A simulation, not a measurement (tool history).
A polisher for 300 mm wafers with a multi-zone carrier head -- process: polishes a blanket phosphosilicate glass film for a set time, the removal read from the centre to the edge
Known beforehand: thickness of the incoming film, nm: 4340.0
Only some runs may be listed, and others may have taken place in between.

run,day,flow of slurry (ml/min),pressure of the head's centre zone,pressure of the head's middle zone,pressure of the head's edge zone,abrasive content of the slurry,polishing time (s),film removed at the wafer's centre (angstrom),film removed at mid-radius (angstrom),film removed at the wafer's edge (angstrom)
1,0.000,180,1.00,1.00,1.00,1.00,82,4265.5,4268.9,4199.1
2,0.042,180,1.00,1.00,1.00,1.00,69,3539.7,3593.7,3465.6
3,0.333,195,1.00,1.00,1.00,1.00,69,3649.8,3659.2,3509.5
4,0.633,195,1.00,1.00,1.00,1.00,83,4256.0,4352.7,4248.5
5,0.992,195,0.94,1.02,1.00,0.90,83,3912.4,4324.1,4139.2
6,1.158,195,0.94,1.02,1.04,0.90,83,3968.5,4297.1,4084.8

Run 7 is up next; what results do you expect?
7,1.408,180,0.90,1.03,1.01,0.85,83,?,?,?

For run 7 the tool returned film removed at the wafer's centre (angstrom) 3669.4, film removed at mid-radius (angstrom) 4231.5, film removed at the wafer's edge (angstrom) 4071.8.

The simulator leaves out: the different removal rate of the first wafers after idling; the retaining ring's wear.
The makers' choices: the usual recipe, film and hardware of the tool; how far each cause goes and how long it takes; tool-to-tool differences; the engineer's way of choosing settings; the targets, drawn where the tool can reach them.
